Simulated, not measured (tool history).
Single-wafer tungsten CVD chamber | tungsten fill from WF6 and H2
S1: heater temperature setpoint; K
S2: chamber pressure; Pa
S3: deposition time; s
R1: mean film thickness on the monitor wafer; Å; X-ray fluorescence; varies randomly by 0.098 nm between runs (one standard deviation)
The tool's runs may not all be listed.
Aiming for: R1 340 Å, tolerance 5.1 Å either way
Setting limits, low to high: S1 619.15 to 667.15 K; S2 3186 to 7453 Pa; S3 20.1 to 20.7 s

run,hour,S1,S2,S3,R1
1,0,643.15,5320,20.1,374.4
2,3.4,643.15,5720,20.1,389.22
3,6.7,641.15,5720,20.1,376.05
4,11.4,641.15,5720,20.7,384.23
5,19.5,632.15,5720,20.7,326.03
6,26.7,642.15,5720,20.7,390.98
7,35,640.15,5720,20.7,377.75
8,41.7,639.15,5720,20.7,372
9,48.9,638.15,5720,20.7,364.61
10,53.4,637.15,5720,20.7,356.53

5 candidate next runs follow, results not yet known. Just one meets every target within its allowed miss. Identify it.
A,57.9,636.15,5999,20.6,?
B,57.9,636.15,6093,20.1,?
C,57.9,636.15,5586,20.2,?
D,57.9,640.15,5266,20.3,?
E,57.9,635.15,5866,20.7,?

move,R1
A,356.61
B,350.51
C,337.75
D,355.79
E,347.77
A: as far off as the last run
B: nearer the targets than the last run, but a result is still out of spec
C: every result within its allowed miss
D: as far off as the last run
E: nearer the targets than the last run, but a result is still out of spec
The move that meets every target is C.
